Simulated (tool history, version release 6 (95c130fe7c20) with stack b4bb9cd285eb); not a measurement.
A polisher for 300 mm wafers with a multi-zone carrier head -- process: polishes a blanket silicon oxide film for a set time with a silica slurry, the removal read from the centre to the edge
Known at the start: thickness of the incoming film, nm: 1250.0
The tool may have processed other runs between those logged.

run  hour  flow of slurry (ml/min)  pressure of the head's centre zone  pressure of the head's middle zone  pressure of the head's edge zone  abrasive content of the slurry  polishing time (s)  film removed at the wafer's centre (Å)  film removed at mid-radius (Å)  film removed at the wafer's edge (Å)
  1     0                      235                                   1                                   1                                 1                               1                  89                                  3566.2                          3686.7                                3558.8
  2   4.8                      230                                1.02                                0.96                              0.98                            0.95                  89                                  3724.3                          3414.3                                3468.1
  3  10.4                      230                                1.02                                0.96                              0.98                            0.95                  67                                  2816.7                          2546.1                                2658.8
  4  14.2                      230                                1.02                                0.99                              0.98                            0.95                  67                                  2694.5                          2610.1                                2631.1
  5  17.3                      240                                1.05                                0.98                              1.01                               1                  67                                  3016.8                          2636.1                                2752.6
  6  18.5                      240                                1.05                                0.98                              1.01                               1                  48                                  2168.8                          1933.2                                1905.8
  7  23.7                      235                                1.04                                0.96                              1.02                             1.1                  54                                  2434.2                            2163                                2292.1

What will run 8 give?
  8  32.5                      235                                1.06                                0.96                              1.02                             1.2                  57                                       ?                               ?                                     ?

{"run 8": {"film removed at the wafer's centre (Å)": 2686.7, "film removed at mid-radius (Å)": 2360.6, "film removed at the wafer's edge (Å)": 2505.7}}
